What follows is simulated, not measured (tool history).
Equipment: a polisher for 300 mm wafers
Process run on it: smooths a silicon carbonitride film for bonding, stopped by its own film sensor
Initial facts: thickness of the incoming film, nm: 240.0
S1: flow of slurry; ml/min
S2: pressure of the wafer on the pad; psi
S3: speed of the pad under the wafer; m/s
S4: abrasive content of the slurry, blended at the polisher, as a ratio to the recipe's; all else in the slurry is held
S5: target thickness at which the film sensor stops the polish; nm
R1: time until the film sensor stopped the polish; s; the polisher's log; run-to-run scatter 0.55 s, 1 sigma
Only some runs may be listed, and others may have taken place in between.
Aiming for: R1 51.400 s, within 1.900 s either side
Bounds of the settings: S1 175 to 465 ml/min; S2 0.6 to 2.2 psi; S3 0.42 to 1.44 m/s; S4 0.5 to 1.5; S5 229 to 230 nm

{"run": 1, "day": 0.0, "S1": 295, "S2": 1.4, "S3": 0.92, "S4": 1.0, "S5": 229, "R1": 84.511}
{"run": 2, "day": 0.075, "S1": 295, "S2": 1.5, "S3": 0.92, "S4": 1.0, "S5": 229, "R1": 79.271}
{"run": 3, "day": 0.275, "S1": 295, "S2": 1.7, "S3": 0.92, "S4": 1.0, "S5": 229, "R1": 71.05}
{"run": 4, "day": 0.412, "S1": 295, "S2": 1.7, "S3": 1.0, "S4": 1.0, "S5": 229, "R1": 65.95}
{"run": 5, "day": 0.5, "S1": 295, "S2": 1.8, "S3": 1.0, "S4": 1.0, "S5": 229, "R1": 62.948}
{"run": 6, "day": 0.833, "S1": 295, "S2": 1.8, "S3": 1.0, "S4": 1.0, "S5": 229, "R1": 62.882}
{"run": 7, "day": 0.908, "S1": 295, "S2": 2.0, "S3": 1.02, "S4": 1.0, "S5": 229, "R1": 56.786}
{"run": 8, "day": 1.242, "S1": 295, "S2": 2.1, "S3": 1.02, "S4": 1.0, "S5": 229, "R1": 53.246}

Which one of the following 5 next-run settings gets every result inside its allowed miss? There is exactly one.
{"run": "A", "day": 1.575, "S1": 325, "S2": 1.9, "S3": 1.16, "S4": 1.1, "S5": 229, "R1": "?"}
{"run": "B", "day": 1.575, "S1": 295, "S2": 1.8, "S3": 0.98, "S4": 1.1, "S5": 230, "R1": "?"}
{"run": "C", "day": 1.575, "S1": 280, "S2": 2.0, "S3": 0.96, "S4": 1.1, "S5": 229, "R1": "?"}
{"run": "D", "day": 1.575, "S1": 370, "S2": 2.0, "S3": 1.04, "S4": 0.8, "S5": 230, "R1": "?"}
{"run": "E", "day": 1.575, "S1": 290, "S2": 2.1, "S3": 1.02, "S4": 0.9, "S5": 229, "R1": "?"}

move=A R1=52.031
move=B R1=57.114
move=C R1=58.277
move=D R1=57.152
move=E R1=58.259
A: hits every target within its allowed miss
B: moves away from the targets compared with the last run
C: moves away from the targets compared with the last run
D: moves away from the targets compared with the last run
E: moves away from the targets compared with the last run
Go with A: it meets all targets.
